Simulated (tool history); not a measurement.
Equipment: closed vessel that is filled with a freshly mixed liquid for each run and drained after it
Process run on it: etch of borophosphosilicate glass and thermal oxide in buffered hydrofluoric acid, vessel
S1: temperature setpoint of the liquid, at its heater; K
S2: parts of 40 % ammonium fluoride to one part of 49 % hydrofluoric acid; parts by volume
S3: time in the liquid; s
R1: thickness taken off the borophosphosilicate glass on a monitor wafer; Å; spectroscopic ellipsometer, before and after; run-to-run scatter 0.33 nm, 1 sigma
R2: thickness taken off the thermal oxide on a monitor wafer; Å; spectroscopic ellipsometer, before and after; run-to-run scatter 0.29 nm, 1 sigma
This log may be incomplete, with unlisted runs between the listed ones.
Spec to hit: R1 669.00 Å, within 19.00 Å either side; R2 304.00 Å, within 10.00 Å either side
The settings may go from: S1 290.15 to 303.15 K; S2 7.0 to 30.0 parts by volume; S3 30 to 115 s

{"run": 1, "hour": 0.0, "S1": 295.15, "S2": 20.0, "S3": 60, "R1": 575.16, "R2": 260.7}
{"run": 2, "hour": 2.8, "S1": 296.15, "S2": 20.0, "S3": 60, "R1": 604.14, "R2": 276.18}
{"run": 3, "hour": 3.9, "S1": 296.15, "S2": 25.5, "S3": 60, "R1": 507.08, "R2": 236.74}
{"run": 4, "hour": 7.7, "S1": 297.65, "S2": 25.0, "S3": 60, "R1": 561.91, "R2": 255.01}
{"run": 5, "hour": 12.1, "S1": 297.65, "S2": 25.0, "S3": 35, "R1": 327.01, "R2": 150.28}
{"run": 6, "hour": 16.4, "S1": 297.65, "S2": 27.5, "S3": 35, "R1": 305.24, "R2": 139.83}
{"run": 7, "hour": 21.9, "S1": 299.15, "S2": 22.5, "S3": 35, "R1": 377.34, "R2": 175.0}
{"run": 8, "hour": 23.7, "S1": 300.15, "S2": 18.5, "S3": 35, "R1": 474.99, "R2": 211.51}
{"run": 9, "hour": 24.4, "S1": 302.65, "S2": 14.5, "S3": 45, "R1": 872.7, "R2": 393.33}
{"run": 10, "hour": 31.8, "S1": 298.65, "S2": 14.5, "S3": 45, "R1": 714.13, "R2": 319.19}
{"run": 11, "hour": 35.1, "S1": 298.15, "S2": 14.5, "S3": 45, "R1": 690.56, "R2": 309.77}

Pick the move, out of 4, that brings all results within their allowed miss; only one does.
{"run": "A", "hour": 38.4, "S1": 298.15, "S2": 12.0, "S3": 40, "R1": "?", "R2": "?"}
{"run": "B", "hour": 38.4, "S1": 297.65, "S2": 22.5, "S3": 70, "R1": "?", "R2": "?"}
{"run": "C", "hour": 38.4, "S1": 297.15, "S2": 12.5, "S3": 40, "R1": "?", "R2": "?"}
{"run": "D", "hour": 38.4, "S1": 298.65, "S2": 22.0, "S3": 65, "R1": "?", "R2": "?"}

move=A R1=742.88 R2=338.65
move=B R1=704.76 R2=321.98
move=C R1=676.25 R2=308.17
move=D R1=701.51 R2=320.63
A: its largest miss is bigger than the last run's
B: its largest miss is bigger than the last run's
C: all results land within tolerance of their targets
D: its largest miss is bigger than the last run's
So the answer is move C, the one that meets all the targets.

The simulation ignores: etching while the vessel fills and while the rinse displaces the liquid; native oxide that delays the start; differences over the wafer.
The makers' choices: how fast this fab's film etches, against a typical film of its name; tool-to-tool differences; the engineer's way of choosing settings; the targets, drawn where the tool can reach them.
